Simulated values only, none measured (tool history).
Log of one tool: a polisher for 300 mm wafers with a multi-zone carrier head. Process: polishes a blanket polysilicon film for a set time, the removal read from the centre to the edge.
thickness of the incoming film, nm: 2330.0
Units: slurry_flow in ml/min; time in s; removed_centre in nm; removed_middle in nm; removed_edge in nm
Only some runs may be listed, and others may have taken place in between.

run  hour  slurry_flow  centre_zone  middle_zone  edge_zone  time  removed_centre  removed_middle  removed_edge
  1   0.0          155         1.00         1.00       1.00    49          424.82          424.44        424.58
  2   7.8          185         1.00         1.00       1.00    49          438.86          421.90        432.78
  3   8.4          195         1.01         1.02       1.03    49          445.87          439.79        440.90
  4  10.8          200         1.02         1.02       1.06    49          450.49          442.21        441.89
  5  16.9          200         1.02         1.02       1.11    49          454.04          439.47        451.64
  6  23.0          200         1.02         1.02       1.06    49          451.69          439.16        450.83
  7  29.2          205         1.03         1.03       1.07    49          453.77          451.39        448.81

For run 8, what comes out?
  8  32.0          205         1.03         1.03       1.07    49               ?               ?             ?

removed_centre: 455.68 nm
removed_middle: 447.13 nm
removed_edge: 445.57 nm
